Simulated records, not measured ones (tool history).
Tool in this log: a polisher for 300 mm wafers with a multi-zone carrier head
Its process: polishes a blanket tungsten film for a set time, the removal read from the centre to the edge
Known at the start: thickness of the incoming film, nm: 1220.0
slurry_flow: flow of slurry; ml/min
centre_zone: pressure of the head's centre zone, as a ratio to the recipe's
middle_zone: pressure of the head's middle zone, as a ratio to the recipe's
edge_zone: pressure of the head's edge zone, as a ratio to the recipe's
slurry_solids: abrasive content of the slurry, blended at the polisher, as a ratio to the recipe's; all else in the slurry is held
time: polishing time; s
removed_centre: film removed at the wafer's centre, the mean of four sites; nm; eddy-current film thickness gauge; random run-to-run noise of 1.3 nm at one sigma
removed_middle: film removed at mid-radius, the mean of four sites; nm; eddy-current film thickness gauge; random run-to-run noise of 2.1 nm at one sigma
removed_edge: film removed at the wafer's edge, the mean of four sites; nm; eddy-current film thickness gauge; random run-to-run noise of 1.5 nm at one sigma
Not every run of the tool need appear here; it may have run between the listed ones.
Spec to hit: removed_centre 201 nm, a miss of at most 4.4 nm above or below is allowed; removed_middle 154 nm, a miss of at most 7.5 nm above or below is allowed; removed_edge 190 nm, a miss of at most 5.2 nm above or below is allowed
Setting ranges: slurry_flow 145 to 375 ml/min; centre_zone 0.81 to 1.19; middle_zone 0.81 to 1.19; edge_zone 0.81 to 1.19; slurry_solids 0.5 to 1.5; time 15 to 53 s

run,hour,slurry_flow,centre_zone,middle_zone,edge_zone,slurry_solids,time,removed_centre,removed_middle,removed_edge
1,0,240,1,1,1,1,34,198.79,198,211.24
2,6,230,1.02,0.95,0.98,0.95,34,199.48,188.11,207
3,10.3,225,1.05,0.91,0.98,0.9,34,200.63,178.64,202.84
4,11.8,220,1.07,0.88,0.98,0.85,34,202.81,168.52,199.55
5,12.7,215,1.08,0.86,0.97,0.85,34,201.8,165.2,199.36
6,14.7,240,1.08,0.86,0.97,0.85,34,203.97,171.27,199.75
7,18.1,225,1.09,0.85,0.96,0.85,34,205.87,160.15,198.11
8,20.2,225,1.09,0.85,0.96,0.85,34,207.46,163.57,196.95
9,25,215,1.09,0.85,0.95,0.85,34,204.7,159.42,196.35
10,28.1,210,1.09,0.85,0.94,0.85,34,203.58,160.5,192.98
11,35,205,1.09,0.84,0.94,0.85,34,204.27,167.07,195.79

Consider the 5 candidate settings below. Which is the only one whose results all fall within their allowed miss of target?
A,41.9,220,1.16,0.83,1.07,0.95,32,?,?,?
B,41.9,185,1.17,0.88,1.06,0.65,34,?,?,?
C,41.9,265,1.11,0.86,0.95,1.15,31,?,?,?
D,41.9,165,0.98,0.89,0.84,0.85,38,?,?,?
E,41.9,220,0.99,0.87,0.92,0.85,37,?,?,?

move,removed_centre,removed_middle,removed_edge
A,212.24,156.45,203.12
B,199.08,152.84,188.68
C,211.4,167.51,198.08
D,200.78,186.42,203.6
E,202.28,181.97,210.35
A: meets the target for the result that was furthest off, but another lies outside its allowed miss
B: each result inside its tolerance
C: misses by more than the last run did
D: misses by more than the last run did
E: misses by more than the last run did
Answer: B

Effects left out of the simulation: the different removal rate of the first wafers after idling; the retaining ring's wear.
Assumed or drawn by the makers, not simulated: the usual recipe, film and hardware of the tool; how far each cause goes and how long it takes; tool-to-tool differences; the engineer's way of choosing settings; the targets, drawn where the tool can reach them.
